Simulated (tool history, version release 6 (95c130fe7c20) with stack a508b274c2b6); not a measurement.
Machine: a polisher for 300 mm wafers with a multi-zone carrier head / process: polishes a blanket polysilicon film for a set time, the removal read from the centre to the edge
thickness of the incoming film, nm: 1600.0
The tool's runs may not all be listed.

| run | day | flow of slurry (ml/min) | pressure of the head's centre zone | pressure of the head's middle zone | pressure of the head's edge zone | polishing time (s) | film removed at the wafer's centre (angstrom) | film removed at mid-radius (angstrom) | film removed at the wafer's edge (angstrom) |
|---|---|---|---|---|---|---|---|---|---|
| 1 | 0.000 | 175 | 1.00 | 1.00 | 1.00 | 45 | 2520.2 | 2534.9 | 2489.8 |
| 2 | 0.029 | 195 | 1.00 | 1.00 | 1.00 | 45 | 2560.2 | 2625.4 | 2499.7 |
| 3 | 0.075 | 190 | 1.01 | 1.01 | 1.03 | 47 | 2653.4 | 2704.1 | 2686.8 |
| 4 | 0.154 | 190 | 1.01 | 1.01 | 1.08 | 47 | 2661.1 | 2759.5 | 2750.3 |
| 5 | 0.188 | 195 | 1.03 | 1.02 | 1.10 | 48 | 2792.9 | 2867.4 | 2864.4 |
| 6 | 0.417 | 195 | 1.03 | 1.02 | 1.17 | 48 | 2823.5 | 2829.5 | 2871.7 |
| 7 | 0.567 | 200 | 1.04 | 1.02 | 1.17 | 49 | 2929.8 | 2912.4 | 2920.2 |
| 8 | 0.600 | 200 | 1.04 | 1.02 | 1.17 | 50 | 2950.5 | 2893.4 | 3053.7 |

Run 9 has not been measured yet. What should we expect?
| 9 | 0.650 | 205 | 1.05 | 1.04 | 1.17 | 51 | ? | ? | ? |

{"run 9": {"film removed at the wafer's centre (angstrom)": 3039.0, "film removed at mid-radius (angstrom)": 3112.2, "film removed at the wafer's edge (angstrom)": 3060.8}}
